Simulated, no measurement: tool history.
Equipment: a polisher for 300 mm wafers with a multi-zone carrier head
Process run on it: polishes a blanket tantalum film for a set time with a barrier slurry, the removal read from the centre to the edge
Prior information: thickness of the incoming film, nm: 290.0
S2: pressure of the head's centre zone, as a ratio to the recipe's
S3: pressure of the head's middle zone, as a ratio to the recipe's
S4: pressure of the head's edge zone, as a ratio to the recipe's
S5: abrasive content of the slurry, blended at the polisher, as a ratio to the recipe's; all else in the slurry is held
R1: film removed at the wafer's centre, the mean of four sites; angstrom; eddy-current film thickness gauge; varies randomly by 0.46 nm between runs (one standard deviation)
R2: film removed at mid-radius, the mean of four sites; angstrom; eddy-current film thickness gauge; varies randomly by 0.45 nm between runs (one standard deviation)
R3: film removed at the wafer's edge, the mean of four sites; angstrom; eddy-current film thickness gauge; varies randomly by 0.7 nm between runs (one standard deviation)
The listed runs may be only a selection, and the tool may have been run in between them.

run 1 hour=0 | flow_of_slurry_(ml/min)=180 S2=1 S3=1 S4=1 S5=1 polishing_time_(s)=75 | R1=844.31 R2=868.89 R3=870.27
run 2 hour=6.6 | flow_of_slurry_(ml/min)=180 S2=1 S3=1 S4=1 S5=1 polishing_time_(s)=90 | R1=1019.6 R2=1053 R3=1070.6
run 3 hour=10.9 | flow_of_slurry_(ml/min)=140 S2=1 S3=1 S4=1 S5=1 polishing_time_(s)=90 | R1=973.52 R2=1004.9 R3=1015.2
run 4 hour=14.3 | flow_of_slurry_(ml/min)=135 S2=0.99 S3=1 S4=0.97 S5=0.9 polishing_time_(s)=88 | R1=913.07 R2=952.61 R3=963.02
run 5 hour=16.9 | flow_of_slurry_(ml/min)=135 S2=1.03 S3=1 S4=0.97 S5=0.9 polishing_time_(s)=88 | R1=928.12 R2=950.42 R3=950.56
run 6 hour=18.5 | flow_of_slurry_(ml/min)=135 S2=1.03 S3=1 S4=0.97 S5=0.9 polishing_time_(s)=105 | R1=1125.4 R2=1141.4 R3=1123

Predict the results of run 7:
run 7 hour=25.4 | flow_of_slurry_(ml/min)=135 S2=1.03 S3=1.01 S4=0.95 S5=0.85 polishing_time_(s)=100 | R1=? R2=? R3=?

R1: 1058.8 angstrom
R2: 1076.7 angstrom
R3: 1052.2 angstrom
